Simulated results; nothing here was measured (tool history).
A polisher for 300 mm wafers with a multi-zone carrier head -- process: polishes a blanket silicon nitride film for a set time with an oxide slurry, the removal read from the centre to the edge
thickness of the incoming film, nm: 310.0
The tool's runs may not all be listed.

run,hour,flow of slurry (ml/min),pressure of the head's centre zone,pressure of the head's middle zone,pressure of the head's edge zone,abrasive content of the slurry,polishing time (s),film removed at the wafer's centre (nm),film removed at mid-radius (nm),film removed at the wafer's edge (nm)
1,0,250,1,1,1,1,44,19.428,20.28,19.809
2,7.8,250,1.06,1,1,1,44,20.464,20.311,19.618
3,9,185,1.06,1,1,1,44,19.663,19.163,18.8
4,17.3,185,1.06,1,1,0.8,44,17.444,17.292,16.945
5,17.9,205,1.08,1.01,1.02,0.8,44,18.586,17.86,16.951
6,21.4,205,1.08,1.01,1.02,0.7,44,17.335,16.673,16.202
7,24.2,220,1.09,1.02,1.04,0.75,44,18.283,17.744,17.408

The next listed run, before its measurement:
8,31.9,240,1.11,1.03,1.05,0.75,44,?,?,?

film removed at the wafer's centre (nm): 18.602
film removed at mid-radius (nm): 17.937
film removed at the wafer's edge (nm): 17.702

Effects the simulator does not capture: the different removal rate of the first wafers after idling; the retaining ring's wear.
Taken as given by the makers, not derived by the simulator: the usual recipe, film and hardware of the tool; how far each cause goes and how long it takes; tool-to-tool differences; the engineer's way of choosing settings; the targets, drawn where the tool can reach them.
